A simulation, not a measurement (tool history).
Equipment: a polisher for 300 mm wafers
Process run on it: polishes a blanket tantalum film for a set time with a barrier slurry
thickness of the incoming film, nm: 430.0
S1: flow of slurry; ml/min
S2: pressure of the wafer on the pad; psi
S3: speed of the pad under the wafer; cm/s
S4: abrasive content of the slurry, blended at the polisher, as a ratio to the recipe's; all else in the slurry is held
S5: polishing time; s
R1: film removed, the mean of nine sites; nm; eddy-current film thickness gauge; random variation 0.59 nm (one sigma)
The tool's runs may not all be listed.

run  hour   S1   S2  S3  S4  S5      R1
  1     0  140  1.7  84   1  62  67.376
  2   4.9  140  1.6  84   1  62  63.332
  3   8.6  140    2  84   1  62  75.984
  4  10.9  140  1.8  84   1  62  68.079
  5  19.6  140  1.7  84   1  62  66.995
  6  24.2  170  1.7  84   1  62  69.559
  7  25.6  170  1.7  84   1  62  68.775

The next listed run, before its measurement:
  8  33.2  170  1.6  84   1  62   ?

{"run 8": {"R1": 66.091}}

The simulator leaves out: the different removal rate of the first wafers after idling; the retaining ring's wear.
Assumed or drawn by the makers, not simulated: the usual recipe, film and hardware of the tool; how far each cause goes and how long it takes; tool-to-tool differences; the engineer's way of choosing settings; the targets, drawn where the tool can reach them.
